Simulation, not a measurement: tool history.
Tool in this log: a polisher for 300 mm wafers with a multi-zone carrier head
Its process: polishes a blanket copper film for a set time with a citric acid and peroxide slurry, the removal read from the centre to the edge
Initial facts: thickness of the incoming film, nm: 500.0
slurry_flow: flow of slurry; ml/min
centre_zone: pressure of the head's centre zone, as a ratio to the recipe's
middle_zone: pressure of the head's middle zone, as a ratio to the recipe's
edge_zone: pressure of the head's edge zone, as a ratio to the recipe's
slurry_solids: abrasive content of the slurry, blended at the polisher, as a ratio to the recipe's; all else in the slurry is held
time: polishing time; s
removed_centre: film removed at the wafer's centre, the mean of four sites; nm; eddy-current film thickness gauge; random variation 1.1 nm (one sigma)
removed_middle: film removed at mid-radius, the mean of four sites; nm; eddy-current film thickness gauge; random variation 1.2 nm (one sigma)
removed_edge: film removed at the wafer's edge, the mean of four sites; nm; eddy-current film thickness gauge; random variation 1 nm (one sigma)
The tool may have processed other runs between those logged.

run  hour  slurry_flow  centre_zone  middle_zone  edge_zone  slurry_solids  time  removed_centre  removed_middle  removed_edge
  1   0.0          220         1.00         1.00       1.00           1.00    37         160.650         152.530       149.080
  2   6.2          220         1.02         0.97       0.96           0.85    33         137.070         122.160       121.810
  3  11.9          220         1.02         0.96       0.92           0.75    32         129.450         110.490       111.480
  4  20.0          220         1.02         0.96       0.85           0.75    32         130.500         113.030       107.900
     29.0  -- centre zone pressure recalibrated
  5  29.0          240         1.02         0.96       0.85           0.75    32         121.370         112.860       110.450
  6  30.9          240         1.02         0.96       0.85           0.85    32         126.800         118.440       114.310
  7  32.2          220         0.99         0.94       0.84           0.75    31         114.160         106.500       105.080
  8  32.9          200         0.99         0.93       0.83           0.65    31         105.060          97.029        97.476
  9  38.4          185         1.01         0.93       0.82           0.60    31         102.180          95.615        94.607

Run 10 has not been measured yet. What should we expect?
 10  42.9          210         1.11         0.90       0.81           0.50    29               ?               ?             ?

Run 10 came out at removed_centre 98.227 nm, removed_middle 79.999 nm, removed_edge 80.510 nm.

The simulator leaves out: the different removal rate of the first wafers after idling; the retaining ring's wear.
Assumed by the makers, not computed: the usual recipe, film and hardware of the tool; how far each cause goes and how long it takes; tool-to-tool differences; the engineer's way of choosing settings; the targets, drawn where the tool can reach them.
